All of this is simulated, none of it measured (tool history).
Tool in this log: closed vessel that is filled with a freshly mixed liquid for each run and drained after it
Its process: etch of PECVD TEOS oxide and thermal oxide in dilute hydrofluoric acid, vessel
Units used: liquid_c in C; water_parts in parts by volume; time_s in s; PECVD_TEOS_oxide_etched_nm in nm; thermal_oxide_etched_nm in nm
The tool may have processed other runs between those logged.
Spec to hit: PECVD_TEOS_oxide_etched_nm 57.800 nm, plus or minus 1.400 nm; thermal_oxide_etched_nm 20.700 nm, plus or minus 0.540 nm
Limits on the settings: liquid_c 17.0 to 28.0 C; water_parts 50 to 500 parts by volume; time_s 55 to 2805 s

run,hour,liquid_c,water_parts,time_s,PECVD_TEOS_oxide_etched_nm,thermal_oxide_etched_nm
1,0.0,20.0,275,1430,51.188,18.405
2,7.3,20.5,275,1430,52.298,18.803
3,15.0,20.5,275,1990,71.858,26.314
4,18.9,20.5,275,1455,53.373,18.767
5,26.3,20.5,275,1465,53.774,19.177
6,32.4,20.5,205,1465,77.286,27.620
7,33.1,20.0,210,1465,73.222,26.466
8,41.1,19.5,215,1465,69.501,24.832
9,43.3,19.0,220,1465,66.587,23.888
10,50.4,18.5,220,1465,65.089,23.255
11,52.8,18.0,220,1465,63.147,22.772
12,55.9,17.5,225,1460,61.106,21.651
13,57.6,17.5,230,1465,59.860,21.347

Exactly one of the 4 candidate moves below puts every result within its allowed miss. Which one?
A,59.3,18.0,185,1150,?,?
B,59.3,17.0,255,1640,?,?
C,59.3,17.0,185,1205,?,?
D,59.3,17.5,290,2015,?,?

move,PECVD_TEOS_oxide_etched_nm,thermal_oxide_etched_nm
A,62.063,21.890
B,57.936,20.434
C,62.482,22.037
D,61.912,21.836
A: its largest miss is bigger than the last run's
B: every result lands within tolerance
C: its largest miss is bigger than the last run's
D: its largest miss is bigger than the last run's
Go with B: it meets all targets.

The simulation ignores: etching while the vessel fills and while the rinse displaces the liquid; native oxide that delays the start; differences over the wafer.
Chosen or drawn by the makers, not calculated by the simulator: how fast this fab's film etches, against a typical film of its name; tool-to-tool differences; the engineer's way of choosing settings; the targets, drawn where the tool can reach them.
